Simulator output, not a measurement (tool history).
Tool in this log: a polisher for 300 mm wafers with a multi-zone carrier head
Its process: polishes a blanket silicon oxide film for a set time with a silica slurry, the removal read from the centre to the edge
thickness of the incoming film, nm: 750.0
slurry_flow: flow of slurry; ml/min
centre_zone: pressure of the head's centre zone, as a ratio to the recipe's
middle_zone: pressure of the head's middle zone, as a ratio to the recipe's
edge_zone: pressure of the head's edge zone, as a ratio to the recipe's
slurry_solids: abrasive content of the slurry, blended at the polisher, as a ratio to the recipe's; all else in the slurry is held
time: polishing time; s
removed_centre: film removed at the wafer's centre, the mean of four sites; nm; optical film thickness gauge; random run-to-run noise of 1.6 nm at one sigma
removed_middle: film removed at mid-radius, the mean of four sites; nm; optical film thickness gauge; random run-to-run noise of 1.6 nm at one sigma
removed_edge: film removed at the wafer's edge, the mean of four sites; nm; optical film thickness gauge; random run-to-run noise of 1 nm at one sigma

| run | hour | slurry_flow | centre_zone | middle_zone | edge_zone | slurry_solids | time | removed_centre | removed_middle | removed_edge |
|---|---|---|---|---|---|---|---|---|---|---|
| 1 | 0 | 185 | 1 | 1 | 1 | 1 | 77 | 194.24 | 200.53 | 196.75 |
| 2 | 5.4 | 175 | 0.96 | 0.98 | 0.97 | 0.9 | 77 | 181.44 | 179.2 | 183.88 |
| 3 | 12.4 | 170 | 0.92 | 1.01 | 0.97 | 0.8 | 76 | 164.92 | 179.94 | 173.83 |
| 4 | 19.6 | 150 | 0.92 | 1.01 | 0.97 | 0.8 | 76 | 162.64 | 176.39 | 173.91 |
| 5 | 27.5 | 150 | 0.92 | 0.98 | 0.97 | 0.8 | 76 | 166.99 | 169.65 | 175.73 |
| 6 | 29.5 | 150 | 0.92 | 0.98 | 1 | 0.8 | 76 | 161.29 | 168.6 | 173.64 |

Run 7 is up next; what results do you expect?
| 7 | 34.5 | 150 | 0.91 | 0.98 | 1.01 | 0.75 | 75 | ? | ? | ? |

Logged for run 7: removed_centre 155.36 nm, removed_middle 167.79 nm, removed_edge 171.21 nm.
